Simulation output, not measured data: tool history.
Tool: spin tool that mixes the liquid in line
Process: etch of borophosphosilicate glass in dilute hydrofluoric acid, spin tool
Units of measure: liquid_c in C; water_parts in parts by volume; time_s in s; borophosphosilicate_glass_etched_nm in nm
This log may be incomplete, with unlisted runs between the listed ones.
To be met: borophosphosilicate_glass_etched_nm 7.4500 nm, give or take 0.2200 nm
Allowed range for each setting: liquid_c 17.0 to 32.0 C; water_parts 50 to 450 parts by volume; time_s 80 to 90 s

run,hour,liquid_c,water_parts,time_s,borophosphosilicate_glass_etched_nm
1,0.0,24.0,250,80,10.9350
2,1.4,23.5,255,80,10.4130
3,4.6,23.5,255,80,10.3310
4,6.6,23.0,255,80,10.3290
5,8.2,22.5,260,80,9.8054
6,14.8,22.0,260,80,9.5794
7,16.4,22.0,260,80,9.6926
8,19.3,21.5,265,80,9.2334
9,20.8,21.0,265,80,9.1144
10,22.5,20.5,265,80,8.9166
11,23.1,20.0,265,80,8.7561
12,31.1,19.5,265,80,8.6247
13,34.1,18.0,275,80,7.7779

Which one of the following 5 next-run settings gets every result inside its allowed miss? There is exactly one.
A,37.1,20.5,280,80,?
B,37.1,18.0,285,85,?
C,37.1,17.5,310,90,?
D,37.1,23.0,310,80,?
E,37.1,19.0,295,85,?

move,borophosphosilicate_glass_etched_nm
A,8.3407
B,7.8982
C,7.3864
D,8.0124
E,7.8524
A: misses by more than the last run did
B: misses by more than the last run did
C: each result inside its tolerance
D: misses by more than the last run did
E: misses by more than the last run did
The move that meets every target is C.
